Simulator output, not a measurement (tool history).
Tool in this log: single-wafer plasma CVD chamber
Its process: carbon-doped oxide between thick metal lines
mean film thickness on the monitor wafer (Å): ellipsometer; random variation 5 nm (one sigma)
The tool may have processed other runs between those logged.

| run | hour | heater temperature setpoint (deg C) | chamber pressure (Torr) | RF power (kW) | deposition time (s) | mean film thickness on the monitor wafer (Å) |
|---|---|---|---|---|---|---|
| 1 | 0.0 | 340 | 3.60 | 0.650 | 142 | 8008.1 |
| 2 | 7.4 | 340 | 3.60 | 0.650 | 142 | 8022.0 |
| 3 | 15.1 | 340 | 4.25 | 0.650 | 142 | 8253.0 |
| 4 | 23.2 | 337 | 4.49 | 0.665 | 142 | 8490.7 |
| 5 | 30.0 | 335 | 4.66 | 0.675 | 142 | 8707.8 |
| 6 | 35.2 | 333 | 4.77 | 0.680 | 142 | 8881.6 |
| 7 | 43.1 | 332 | 4.82 | 0.680 | 142 | 8915.6 |

Run 8 is up next; what results do you expect?
| 8 | 46.8 | 331 | 4.86 | 0.680 | 142 | ? |

mean film thickness on the monitor wafer (Å): 8960.3
